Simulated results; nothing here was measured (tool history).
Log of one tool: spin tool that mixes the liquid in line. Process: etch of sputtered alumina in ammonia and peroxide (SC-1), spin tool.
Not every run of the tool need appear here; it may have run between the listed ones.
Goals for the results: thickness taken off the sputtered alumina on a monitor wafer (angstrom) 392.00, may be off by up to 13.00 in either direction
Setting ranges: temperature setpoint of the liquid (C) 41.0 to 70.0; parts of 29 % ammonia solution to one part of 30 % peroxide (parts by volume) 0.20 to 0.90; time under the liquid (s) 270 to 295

run,hour,temperature setpoint of the liquid (C),parts of 29 % ammonia solution to one part of 30 % peroxide (parts by volume),time under the liquid (s),thickness taken off the sputtered alumina on a monitor wafer (angstrom)
1,0.0,57.0,0.50,270,243.64
2,5.2,51.5,0.50,270,178.61
3,10.9,51.5,0.60,270,181.38
4,14.5,51.5,0.60,295,200.31
5,17.2,53.0,0.60,295,215.69
6,21.8,54.5,0.60,295,233.28
7,30.6,56.0,0.60,295,251.59
8,37.9,57.5,0.60,295,275.66
9,46.3,58.5,0.60,295,284.64
10,51.2,59.5,0.60,295,305.56

Exercise: of the 5 proposed moves below, exactly one satisfies all targets within the stated allowed misses. Which move is it?
A,56.1,62.5,0.60,295,?
B,56.1,63.0,0.55,295,?
C,56.1,64.5,0.55,295,?
D,56.1,60.0,0.55,270,?
E,56.1,61.5,0.55,295,?

move,thickness taken off the sputtered alumina on a monitor wafer (angstrom)
A,357.91
B,364.04
C,392.42
D,286.08
E,337.46
A: closes in on the targets versus the last run, not all within tolerance yet
B: closes in on the targets versus the last run, not all within tolerance yet
C: each result inside its tolerance
D: moves away from the targets compared with the last run
E: closes in on the targets versus the last run, not all within tolerance yet
Move C is the one to make.
